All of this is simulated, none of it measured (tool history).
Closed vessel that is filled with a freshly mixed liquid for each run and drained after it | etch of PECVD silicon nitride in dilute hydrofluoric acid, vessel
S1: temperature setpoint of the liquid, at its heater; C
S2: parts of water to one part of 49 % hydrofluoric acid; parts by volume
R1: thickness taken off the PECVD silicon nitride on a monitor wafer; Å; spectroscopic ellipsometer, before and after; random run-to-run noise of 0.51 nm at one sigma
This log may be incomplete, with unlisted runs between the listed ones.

run 1 hour=0.0 | S1=21.0 S2=50 time_in_the_liquid_(s)=985 | R1=325.29
run 2 hour=8.2 | S1=18.0 S2=50 time_in_the_liquid_(s)=985 | R1=264.49
run 3 hour=12.9 | S1=21.0 S2=50 time_in_the_liquid_(s)=985 | R1=321.86
run 4 hour=22.2 | S1=22.5 S2=50 time_in_the_liquid_(s)=985 | R1=356.14
run 5 hour=29.5 | S1=22.5 S2=30 time_in_the_liquid_(s)=985 | R1=592.02
-- hour=35.0 hydrofluoric acid flow meter replaced
run 6 hour=35.0 | S1=22.0 S2=30 time_in_the_liquid_(s)=985 | R1=619.06
run 7 hour=36.1 | S1=18.0 S2=30 time_in_the_liquid_(s)=985 | R1=472.19

Forecast run 8:
run 8 hour=42.6 | S1=18.5 S2=30 time_in_the_liquid_(s)=985 | R1=?

Run 8 produced R1 483.02 Å.
